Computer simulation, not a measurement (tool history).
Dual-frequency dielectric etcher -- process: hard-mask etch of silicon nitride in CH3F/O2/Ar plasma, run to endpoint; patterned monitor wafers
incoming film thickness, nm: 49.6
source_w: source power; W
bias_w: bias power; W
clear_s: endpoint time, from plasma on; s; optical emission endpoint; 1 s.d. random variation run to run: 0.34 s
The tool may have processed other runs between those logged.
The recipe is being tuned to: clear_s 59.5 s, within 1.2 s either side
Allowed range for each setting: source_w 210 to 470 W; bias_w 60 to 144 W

{"run": 1, "hour": 0.0, "source_w": 340, "bias_w": 102, "clear_s": 67.622}
{"run": 2, "hour": 8.9, "source_w": 340, "bias_w": 116, "clear_s": 63.876}
{"run": 3, "hour": 10.8, "source_w": 340, "bias_w": 101, "clear_s": 67.701}
{"run": 4, "hour": 16.0, "source_w": 370, "bias_w": 103, "clear_s": 65.13}
{"run": 5, "hour": 23.0, "source_w": 390, "bias_w": 105, "clear_s": 64.745}
{"run": 6, "hour": 28.3, "source_w": 390, "bias_w": 98, "clear_s": 66.017}
{"run": 7, "hour": 32.1, "source_w": 410, "bias_w": 103, "clear_s": 63.177}
{"run": 8, "hour": 40.7, "source_w": 420, "bias_w": 105, "clear_s": 63.335}
{"run": 9, "hour": 42.5, "source_w": 430, "bias_w": 109, "clear_s": 61.975}
{"run": 10, "hour": 47.9, "source_w": 440, "bias_w": 111, "clear_s": 61.221}

Next run, 4 choices. One meets every target within its allowed miss, the rest don't. Which?
{"run": "A", "hour": 53.3, "source_w": 470, "bias_w": 105, "clear_s": "?"}
{"run": "B", "hour": 53.3, "source_w": 430, "bias_w": 122, "clear_s": "?"}
{"run": "C", "hour": 53.3, "source_w": 410, "bias_w": 104, "clear_s": "?"}
{"run": "D", "hour": 53.3, "source_w": 450, "bias_w": 107, "clear_s": "?"}

move=A clear_s=61.232
move=B clear_s=59.406
move=C clear_s=63.62
move=D clear_s=61.521
A: about as far from the targets as the last run
B: all results land within tolerance of their targets
C: the biggest miss grows against the last run
D: the biggest miss grows against the last run
Go with B: it meets all targets.
